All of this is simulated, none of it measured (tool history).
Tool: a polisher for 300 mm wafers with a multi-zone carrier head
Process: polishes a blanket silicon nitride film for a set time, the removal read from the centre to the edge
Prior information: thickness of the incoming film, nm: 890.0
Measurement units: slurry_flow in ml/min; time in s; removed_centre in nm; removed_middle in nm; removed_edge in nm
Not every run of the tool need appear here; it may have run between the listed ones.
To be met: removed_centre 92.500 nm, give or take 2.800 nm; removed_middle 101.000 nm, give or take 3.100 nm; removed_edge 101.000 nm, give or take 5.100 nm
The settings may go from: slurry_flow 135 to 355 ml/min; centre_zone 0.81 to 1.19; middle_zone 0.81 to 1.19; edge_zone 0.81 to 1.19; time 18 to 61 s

Run 1, hour 0.0: slurry_flow 225 ml/min, centre_zone 1.00, middle_zone 1.00, edge_zone 1.00, time 39 s. Result: removed_centre 108.400 nm, removed_middle 112.040 nm, removed_edge 113.430 nm.
Run 2, hour 7.3: slurry_flow 225 ml/min, centre_zone 1.00, middle_zone 1.00, edge_zone 0.95, time 39 s. Result: removed_centre 109.980 nm, removed_middle 113.540 nm, removed_edge 107.840 nm.
Run 3, hour 14.9: slurry_flow 220 ml/min, centre_zone 0.99, middle_zone 0.99, edge_zone 0.95, time 39 s. Result: removed_centre 108.090 nm, removed_middle 111.480 nm, removed_edge 111.200 nm.
Run 4, hour 18.3: slurry_flow 220 ml/min, centre_zone 0.98, middle_zone 0.99, edge_zone 0.94, time 39 s. Result: removed_centre 106.940 nm, removed_middle 110.180 nm, removed_edge 109.180 nm.
Run 5, hour 25.2: slurry_flow 250 ml/min, centre_zone 0.98, middle_zone 0.99, edge_zone 0.94, time 39 s. Result: removed_centre 109.400 nm, removed_middle 112.320 nm, removed_edge 112.910 nm.
Run 6, hour 28.9: slurry_flow 220 ml/min, centre_zone 0.98, middle_zone 0.99, edge_zone 0.94, time 39 s. Result: removed_centre 108.510 nm, removed_middle 111.990 nm, removed_edge 108.060 nm.
Run 7, hour 31.3: slurry_flow 215 ml/min, centre_zone 0.96, middle_zone 0.98, edge_zone 0.94, time 39 s. Result: removed_centre 103.200 nm, removed_middle 108.580 nm, removed_edge 107.060 nm.
Run 8, hour 39.4: slurry_flow 215 ml/min, centre_zone 0.96, middle_zone 0.98, edge_zone 0.94, time 39 s. Result: removed_centre 103.610 nm, removed_middle 110.330 nm, removed_edge 108.900 nm.

4 next moves are on the table. One of them brings every result within its allowed miss. Which?
Run A, hour 47.5: slurry_flow 235 ml/min, centre_zone 1.16, middle_zone 0.97, edge_zone 0.83, time 35 s. Result: removed_centre ?, removed_middle ?, removed_edge ?.
Run B, hour 47.5: slurry_flow 275 ml/min, centre_zone 0.87, middle_zone 0.90, edge_zone 0.86, time 37 s. Result: removed_centre ?, removed_middle ?, removed_edge ?.
Run C, hour 47.5: slurry_flow 225 ml/min, centre_zone 1.02, middle_zone 0.95, edge_zone 0.91, time 37 s. Result: removed_centre ?, removed_middle ?, removed_edge ?.
Run D, hour 47.5: slurry_flow 200 ml/min, centre_zone 0.96, middle_zone 1.07, edge_zone 0.90, time 42 s. Result: removed_centre ?, removed_middle ?, removed_edge ?.

move  removed_centre  removed_middle  removed_edge
   A         114.420          99.941        93.037
   B          93.358         102.530       101.480
   C         105.970         103.590       102.090
   D         111.230         125.500       113.610
A: its largest miss is bigger than the last run's
B: every result lands within tolerance
C: its largest miss is bigger than the last run's
D: its largest miss is bigger than the last run's
B meets every target.
